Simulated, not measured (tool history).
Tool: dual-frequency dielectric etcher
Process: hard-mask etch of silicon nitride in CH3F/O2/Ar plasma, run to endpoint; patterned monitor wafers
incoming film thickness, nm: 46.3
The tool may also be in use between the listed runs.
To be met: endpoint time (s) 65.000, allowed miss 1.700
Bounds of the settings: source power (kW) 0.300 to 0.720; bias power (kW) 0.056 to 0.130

{"run": 1, "hour": 0.0, "source power (kW)": 0.51, "bias power (kW)": 0.093, "endpoint time (s)": 54.647}
{"run": 2, "hour": 5.4, "source power (kW)": 0.55, "bias power (kW)": 0.093, "endpoint time (s)": 53.208}
{"run": 3, "hour": 14.0, "source power (kW)": 0.52, "bias power (kW)": 0.093, "endpoint time (s)": 54.028}
{"run": 4, "hour": 17.1, "source power (kW)": 0.52, "bias power (kW)": 0.103, "endpoint time (s)": 52.518}
{"run": 5, "hour": 22.2, "source power (kW)": 0.59, "bias power (kW)": 0.103, "endpoint time (s)": 50.556}
{"run": 6, "hour": 28.7, "source power (kW)": 0.51, "bias power (kW)": 0.103, "endpoint time (s)": 52.993}
{"run": 7, "hour": 35.3, "source power (kW)": 0.48, "bias power (kW)": 0.098, "endpoint time (s)": 54.877}
{"run": 8, "hour": 41.7, "source power (kW)": 0.48, "bias power (kW)": 0.098, "endpoint time (s)": 54.667}
{"run": 9, "hour": 44.2, "source power (kW)": 0.45, "bias power (kW)": 0.094, "endpoint time (s)": 56.815}
{"run": 10, "hour": 49.0, "source power (kW)": 0.43, "bias power (kW)": 0.092, "endpoint time (s)": 57.79}

Which of these 5 next moves meets every target?
{"run": "A", "hour": 53.8, "source power (kW)": 0.55, "bias power (kW)": 0.103, "endpoint time (s)": "?"}
{"run": "B", "hour": 53.8, "source power (kW)": 0.32, "bias power (kW)": 0.072, "endpoint time (s)": "?"}
{"run": "C", "hour": 53.8, "source power (kW)": 0.33, "bias power (kW)": 0.086, "endpoint time (s)": "?"}
{"run": "D", "hour": 53.8, "source power (kW)": 0.56, "bias power (kW)": 0.125, "endpoint time (s)": "?"}
{"run": "E", "hour": 53.8, "source power (kW)": 0.38, "bias power (kW)": 0.083, "endpoint time (s)": "?"}

move=A endpoint_time_(s)=51.596
move=B endpoint_time_(s)=68.692
move=C endpoint_time_(s)=64.316
move=D endpoint_time_(s)=48.031
move=E endpoint_time_(s)=62.302
A: further off than the last run
B: takes the result that was furthest off past its target
C: meets every target
D: further off than the last run
E: nearer than the last run, and not there yet
The right move is C.
